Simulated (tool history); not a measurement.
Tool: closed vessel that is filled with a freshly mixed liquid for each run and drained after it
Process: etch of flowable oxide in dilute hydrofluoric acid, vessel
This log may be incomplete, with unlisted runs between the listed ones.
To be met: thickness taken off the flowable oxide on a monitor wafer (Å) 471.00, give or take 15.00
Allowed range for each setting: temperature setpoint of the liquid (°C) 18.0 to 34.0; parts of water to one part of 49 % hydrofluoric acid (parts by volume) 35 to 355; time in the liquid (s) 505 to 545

run,day,temperature setpoint of the liquid (°C),parts of water to one part of 49 % hydrofluoric acid (parts by volume),time in the liquid (s),thickness taken off the flowable oxide on a monitor wafer (Å)
1,0.000,26.0,195,505,841.86
2,0.342,26.0,195,545,902.55
3,0.450,26.0,195,505,840.19
4,0.658,26.0,195,545,906.68
5,0.854,24.0,215,545,750.28
6,0.904,27.0,215,545,834.63
7,0.979,24.5,230,545,702.01
8,1.054,23.0,240,545,629.04
9,1.096,21.5,245,545,583.08
10,1.283,20.5,250,545,540.66
11,1.575,20.0,255,545,527.33
12,1.842,19.5,260,545,500.47
13,1.892,19.0,260,545,493.93

Pick the move, out of 5, that brings all results within their allowed miss; only one does.
A,1.942,19.0,255,545,?
B,1.942,18.0,225,505,?
C,1.942,18.5,250,510,?
D,1.942,18.5,255,545,?
E,1.942,20.0,260,525,?

move,thickness taken off the flowable oxide on a monitor wafer (Å)
A,504.57
B,524.04
C,474.68
D,495.08
E,492.70
A: misses by more than the last run did
B: misses by more than the last run did
C: all results in spec
D: misses by more than the last run did
E: gains on the last run, yet a result remains outside its allowed miss
The move that meets every target is C.
